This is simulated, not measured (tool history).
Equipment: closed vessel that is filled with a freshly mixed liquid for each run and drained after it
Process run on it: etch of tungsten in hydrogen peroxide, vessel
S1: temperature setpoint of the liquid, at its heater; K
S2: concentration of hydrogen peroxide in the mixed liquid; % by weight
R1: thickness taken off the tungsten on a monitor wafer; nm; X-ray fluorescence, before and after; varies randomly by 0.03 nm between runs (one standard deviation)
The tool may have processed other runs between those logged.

run 1 hour=0.0 | S1=320.15 S2=19.5 time_in_the_liquid_(s)=30 | R1=24.148
run 2 hour=3.0 | S1=320.15 S2=21.0 time_in_the_liquid_(s)=30 | R1=25.106
run 3 hour=5.5 | S1=326.65 S2=21.0 time_in_the_liquid_(s)=30 | R1=37.212
run 4 hour=12.8 | S1=324.15 S2=21.0 time_in_the_liquid_(s)=30 | R1=32.008
run 5 hour=16.6 | S1=324.15 S2=23.5 time_in_the_liquid_(s)=30 | R1=33.593
run 6 hour=19.9 | S1=318.65 S2=23.5 time_in_the_liquid_(s)=30 | R1=24.039
run 7 hour=23.3 | S1=316.65 S2=22.0 time_in_the_liquid_(s)=30 | R1=20.500
run 8 hour=29.9 | S1=314.65 S2=21.0 time_in_the_liquid_(s)=30 | R1=17.534
run 9 hour=31.5 | S1=313.15 S2=20.5 time_in_the_liquid_(s)=30 | R1=15.842
run 10 hour=39.1 | S1=311.65 S2=20.0 time_in_the_liquid_(s)=30 | R1=14.166
run 11 hour=40.9 | S1=310.65 S2=19.5 time_in_the_liquid_(s)=30 | R1=13.110
run 12 hour=46.4 | S1=309.65 S2=19.0 time_in_the_liquid_(s)=30 | R1=12.070
run 13 hour=49.1 | S1=309.15 S2=19.0 time_in_the_liquid_(s)=30 | R1=11.658
run 14 hour=57.0 | S1=308.65 S2=19.0 time_in_the_liquid_(s)=30 | R1=11.301
run 15 hour=62.5 | S1=308.15 S2=19.0 time_in_the_liquid_(s)=30 | R1=10.876
run 16 hour=69.0 | S1=307.65 S2=19.0 time_in_the_liquid_(s)=30 | R1=10.632
run 17 hour=77.8 | S1=307.15 S2=19.0 time_in_the_liquid_(s)=30 | R1=10.220

For run 18, what comes out?
run 18 hour=79.2 | S1=307.15 S2=19.0 time_in_the_liquid_(s)=30 | R1=?

For run 18 the tool returned R1 10.264 nm.

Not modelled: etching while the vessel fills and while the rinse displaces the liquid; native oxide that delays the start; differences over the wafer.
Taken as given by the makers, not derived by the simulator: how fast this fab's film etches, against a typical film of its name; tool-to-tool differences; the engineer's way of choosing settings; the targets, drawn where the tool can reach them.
